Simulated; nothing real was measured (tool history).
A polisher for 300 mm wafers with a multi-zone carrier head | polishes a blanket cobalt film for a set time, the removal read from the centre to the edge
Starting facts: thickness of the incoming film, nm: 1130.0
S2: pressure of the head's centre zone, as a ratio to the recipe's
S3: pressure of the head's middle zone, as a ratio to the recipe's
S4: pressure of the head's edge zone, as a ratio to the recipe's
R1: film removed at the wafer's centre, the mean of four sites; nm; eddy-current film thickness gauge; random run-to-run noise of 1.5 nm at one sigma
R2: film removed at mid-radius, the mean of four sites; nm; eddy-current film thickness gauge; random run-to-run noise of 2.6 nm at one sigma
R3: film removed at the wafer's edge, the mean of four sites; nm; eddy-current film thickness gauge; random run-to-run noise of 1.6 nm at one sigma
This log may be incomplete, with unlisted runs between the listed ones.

run 1 day=0 | flow_of_slurry_(ml/min)=290 S2=1 S3=1 S4=1 polishing_time_(s)=44 | R1=175.92 R2=179.06 R3=179.38
run 2 day=0.025 | flow_of_slurry_(ml/min)=290 S2=1 S3=1 S4=1.05 polishing_time_(s)=44 | R1=176.28 R2=177.75 R3=182.85
run 3 day=0.308 | flow_of_slurry_(ml/min)=295 S2=1.01 S3=1.01 S4=1.07 polishing_time_(s)=45 | R1=181.57 R2=186.43 R3=187.9
run 4 day=0.621 | flow_of_slurry_(ml/min)=300 S2=1.02 S3=1.01 S4=1.09 polishing_time_(s)=45 | R1=181.75 R2=185.99 R3=189.56
run 5 day=0.942 | flow_of_slurry_(ml/min)=300 S2=1.02 S3=0.96 S4=1.09 polishing_time_(s)=45 | R1=185.69 R2=177.18 R3=191.34
run 6 day=1.025 | flow_of_slurry_(ml/min)=300 S2=0.94 S3=0.96 S4=1.09 polishing_time_(s)=45 | R1=167.6 R2=175.36 R3=192.95
run 7 day=1.225 | flow_of_slurry_(ml/min)=305 S2=0.96 S3=0.97 S4=1.1 polishing_time_(s)=45 | R1=172.28 R2=176.51 R3=192.13
run 8 day=1.379 | flow_of_slurry_(ml/min)=310 S2=0.98 S3=0.98 S4=1.11 polishing_time_(s)=45 | R1=174.46 R2=175.19 R3=191.06
run 9 day=1.608 | flow_of_slurry_(ml/min)=310 S2=0.99 S3=0.98 S4=1.11 polishing_time_(s)=46 | R1=185.24 R2=182.67 R3=196.34
run 10 day=1.933 | flow_of_slurry_(ml/min)=315 S2=0.99 S3=0.99 S4=1.12 polishing_time_(s)=46 | R1=183.69 R2=188.06 R3=197.41
run 11 day=2.033 | flow_of_slurry_(ml/min)=325 S2=1 S3=0.99 S4=1.13 polishing_time_(s)=46 | R1=185.54 R2=182.05 R3=198.88

Forecast run 12:
run 12 day=2.396 | flow_of_slurry_(ml/min)=335 S2=1.06 S3=1.09 S4=1.15 polishing_time_(s)=48 | R1=? R2=? R3=?

Run 12 produced R1 202.3 nm, R2 210.01 nm, R3 207.67 nm.

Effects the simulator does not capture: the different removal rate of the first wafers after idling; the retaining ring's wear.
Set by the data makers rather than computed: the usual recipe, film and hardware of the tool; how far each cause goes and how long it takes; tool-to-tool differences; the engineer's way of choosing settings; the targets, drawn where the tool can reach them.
